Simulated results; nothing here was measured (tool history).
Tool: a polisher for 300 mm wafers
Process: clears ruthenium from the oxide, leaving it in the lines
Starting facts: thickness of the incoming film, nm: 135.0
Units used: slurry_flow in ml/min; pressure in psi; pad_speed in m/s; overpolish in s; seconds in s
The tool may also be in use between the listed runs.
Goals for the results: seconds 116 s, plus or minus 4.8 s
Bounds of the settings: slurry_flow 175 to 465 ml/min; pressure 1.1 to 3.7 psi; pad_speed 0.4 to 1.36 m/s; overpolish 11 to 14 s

{"run": 1, "hour": 0.0, "slurry_flow": 295, "pressure": 2.4, "pad_speed": 0.88, "overpolish": 14, "seconds": 142.84}
{"run": 2, "hour": 6.8, "slurry_flow": 360, "pressure": 2.4, "pad_speed": 0.88, "overpolish": 14, "seconds": 140.73}
{"run": 3, "hour": 11.8, "slurry_flow": 360, "pressure": 2.5, "pad_speed": 0.88, "overpolish": 14, "seconds": 135.24}
{"run": 4, "hour": 17.7, "slurry_flow": 360, "pressure": 2.5, "pad_speed": 0.7, "overpolish": 14, "seconds": 163.63}
{"run": 5, "hour": 25.8, "slurry_flow": 360, "pressure": 2.6, "pad_speed": 0.7, "overpolish": 14, "seconds": 157.51}
{"run": 6, "hour": 27.2, "slurry_flow": 360, "pressure": 2.6, "pad_speed": 0.7, "overpolish": 11, "seconds": 160.52}
{"run": 7, "hour": 28.8, "slurry_flow": 360, "pressure": 2.7, "pad_speed": 0.7, "overpolish": 11, "seconds": 150.73}
{"run": 8, "hour": 35.6, "slurry_flow": 360, "pressure": 3.3, "pad_speed": 0.72, "overpolish": 11, "seconds": 124.05}

Exercise: of the 4 proposed moves below, exactly one satisfies all targets within the stated allowed misses. Which move is it?
{"run": "A", "hour": 42.4, "slurry_flow": 305, "pressure": 3.4, "pad_speed": 0.76, "overpolish": 14, "seconds": "?"}
{"run": "B", "hour": 42.4, "slurry_flow": 365, "pressure": 3.4, "pad_speed": 0.68, "overpolish": 12, "seconds": "?"}
{"run": "C", "hour": 42.4, "slurry_flow": 375, "pressure": 3.4, "pad_speed": 0.64, "overpolish": 11, "seconds": "?"}
{"run": "D", "hour": 42.4, "slurry_flow": 340, "pressure": 3.3, "pad_speed": 0.68, "overpolish": 11, "seconds": "?"}

move=A seconds=116.24
move=B seconds=125.86
move=C seconds=132.09
move=D seconds=130.28
A: every result lands within tolerance
B: the biggest miss grows against the last run
C: the biggest miss grows against the last run
D: the biggest miss grows against the last run
Answer: A

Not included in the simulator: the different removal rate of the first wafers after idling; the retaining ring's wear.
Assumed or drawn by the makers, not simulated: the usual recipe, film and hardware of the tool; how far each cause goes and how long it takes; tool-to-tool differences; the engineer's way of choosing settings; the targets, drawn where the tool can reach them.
